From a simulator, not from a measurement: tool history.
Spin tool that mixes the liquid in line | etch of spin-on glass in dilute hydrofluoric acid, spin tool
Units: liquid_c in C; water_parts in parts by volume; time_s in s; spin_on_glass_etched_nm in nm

Run 1, hour 0: liquid_c 21 C, water_parts 165 parts by volume, time_s 15 s. Result: spin_on_glass_etched_nm 3.675 nm.
Run 2, hour 1.7: liquid_c 22 C, water_parts 150 parts by volume, time_s 15 s. Result: spin_on_glass_etched_nm 4.2028 nm.
Run 3, hour 5.9: liquid_c 24.5 C, water_parts 150 parts by volume, time_s 15 s. Result: spin_on_glass_etched_nm 4.6277 nm.
Run 4, hour 8.4: liquid_c 25 C, water_parts 140 parts by volume, time_s 15 s. Result: spin_on_glass_etched_nm 5.0843 nm.
Run 5, hour 12.4: liquid_c 28.5 C, water_parts 140 parts by volume, time_s 15 s. Result: spin_on_glass_etched_nm 5.8629 nm.
Run 6, hour 17.5: liquid_c 28.5 C, water_parts 140 parts by volume, time_s 15 s. Result: spin_on_glass_etched_nm 5.9256 nm.
Run 7, hour 21.9: liquid_c 28.5 C, water_parts 130 parts by volume, time_s 15 s. Result: spin_on_glass_etched_nm 6.3805 nm.
Run 8, hour 24.6: liquid_c 28.5 C, water_parts 125 parts by volume, time_s 15 s. Result: spin_on_glass_etched_nm 6.7433 nm.
Run 9, hour 28.8: liquid_c 29 C, water_parts 85 parts by volume, time_s 15 s. Result: spin_on_glass_etched_nm 10.478 nm.

Forecast run 10:
Run 10, hour 30.7: liquid_c 25 C, water_parts 85 parts by volume, time_s 15 s. Result: spin_on_glass_etched_nm ?.

{"run 10": {"spin_on_glass_etched_nm": 9.1598}}
